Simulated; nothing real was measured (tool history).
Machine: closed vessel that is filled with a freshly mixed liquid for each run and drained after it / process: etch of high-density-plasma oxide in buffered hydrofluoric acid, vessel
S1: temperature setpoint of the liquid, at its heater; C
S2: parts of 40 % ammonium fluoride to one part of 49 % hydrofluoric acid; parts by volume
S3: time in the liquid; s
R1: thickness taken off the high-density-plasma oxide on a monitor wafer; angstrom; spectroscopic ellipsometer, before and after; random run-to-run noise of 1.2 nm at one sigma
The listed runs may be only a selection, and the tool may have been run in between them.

run  hour    S1  S2   S3      R1
  1   0.0  22.0  14  100  1184.0
  2   4.4  22.0  17  100   971.6
  3  13.0  23.0  17  100  1026.2
  4  14.0  23.0  17  110  1152.2
  5  15.8  24.0  17  110  1194.8
  6  24.3  25.0  17  110  1269.1
  7  30.1  25.5  17  110  1304.3
  8  35.0  26.0  17  110  1336.4
  9  39.5  26.5  17  110  1359.2

Forecast run 10:
 10  46.2  27.0  17  110   ?

{"run 10": {"R1": 1401.2}}

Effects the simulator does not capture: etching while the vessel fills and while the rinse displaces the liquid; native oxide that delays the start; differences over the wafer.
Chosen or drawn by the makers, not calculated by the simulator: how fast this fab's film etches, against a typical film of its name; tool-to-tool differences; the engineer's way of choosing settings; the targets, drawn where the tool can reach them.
